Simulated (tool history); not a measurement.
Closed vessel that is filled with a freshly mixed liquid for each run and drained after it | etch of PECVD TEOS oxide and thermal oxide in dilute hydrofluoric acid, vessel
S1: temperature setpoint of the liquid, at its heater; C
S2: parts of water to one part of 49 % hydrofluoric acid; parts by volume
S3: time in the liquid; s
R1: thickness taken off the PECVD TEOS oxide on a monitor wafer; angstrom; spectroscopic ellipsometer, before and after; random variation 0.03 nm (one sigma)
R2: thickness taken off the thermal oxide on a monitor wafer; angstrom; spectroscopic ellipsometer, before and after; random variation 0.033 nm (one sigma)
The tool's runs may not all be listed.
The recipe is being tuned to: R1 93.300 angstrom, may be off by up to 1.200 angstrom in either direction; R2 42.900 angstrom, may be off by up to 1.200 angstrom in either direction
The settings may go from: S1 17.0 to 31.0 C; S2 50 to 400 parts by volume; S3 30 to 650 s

run	hour	S1	S2	S3	R1	R2
1	0.0	23.0	225	330	116.370	53.369
2	4.5	21.5	225	330	109.820	50.465
3	13.9	18.5	225	330	97.400	44.455
4	21.7	18.5	290	330	71.309	32.736
5	28.9	20.0	290	330	75.579	34.934
# hour 33.2: thermometer replaced
6	33.2	20.0	290	445	111.190	50.763
7	37.8	19.5	295	445	106.640	49.459
8	40.5	19.0	295	445	104.680	47.612

Which single option among these 4 for the next run brings every result within its allowed miss of target? Just one does.
A	43.2	23.0	340	430	?	?
B	43.2	19.0	275	365	?	?
C	43.2	17.0	255	460	?	?
D	43.2	27.5	305	320	?	?

move	R1	R2
A	96.854	44.209
B	93.387	42.627
C	119.700	54.637
D	96.784	44.177
A: moves toward the targets from the last run without getting all of them in spec
B: each result inside its tolerance
C: moves away from the targets compared with the last run
D: moves toward the targets from the last run without getting all of them in spec
Go with B: it meets all targets.
